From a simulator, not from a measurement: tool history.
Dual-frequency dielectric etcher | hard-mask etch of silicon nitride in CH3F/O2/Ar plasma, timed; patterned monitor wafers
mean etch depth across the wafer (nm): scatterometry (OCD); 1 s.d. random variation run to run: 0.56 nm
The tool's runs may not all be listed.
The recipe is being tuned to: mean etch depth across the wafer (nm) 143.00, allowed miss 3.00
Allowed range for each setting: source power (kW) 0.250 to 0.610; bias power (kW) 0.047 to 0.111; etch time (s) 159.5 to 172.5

run,hour,source power (kW),bias power (kW),etch time (s),mean etch depth across the wafer (nm)
1,0.0,0.430,0.079,172.5,126.40
2,7.0,0.430,0.079,159.5,117.14
3,15.6,0.460,0.081,160.0,121.21
4,20.3,0.460,0.081,172.5,130.62
5,23.0,0.480,0.082,172.5,133.90
6,30.8,0.410,0.082,172.5,125.84
7,33.1,0.500,0.088,172.5,139.87
8,38.3,0.500,0.088,172.5,139.25

Which single option among these 5 for the next run brings every result within its allowed miss of target? Just one does.
A,43.5,0.500,0.095,172.5,?
B,43.5,0.510,0.087,164.0,?
C,43.5,0.500,0.088,170.0,?
D,43.5,0.500,0.083,164.5,?
E,43.5,0.480,0.089,168.0,?

move,mean etch depth across the wafer (nm)
A,143.06
B,133.01
C,137.33
D,130.29
E,134.06
A: each result inside its tolerance
B: further off than the last run
C: further off than the last run
D: further off than the last run
E: further off than the last run
Correct choice: A, which meets every target

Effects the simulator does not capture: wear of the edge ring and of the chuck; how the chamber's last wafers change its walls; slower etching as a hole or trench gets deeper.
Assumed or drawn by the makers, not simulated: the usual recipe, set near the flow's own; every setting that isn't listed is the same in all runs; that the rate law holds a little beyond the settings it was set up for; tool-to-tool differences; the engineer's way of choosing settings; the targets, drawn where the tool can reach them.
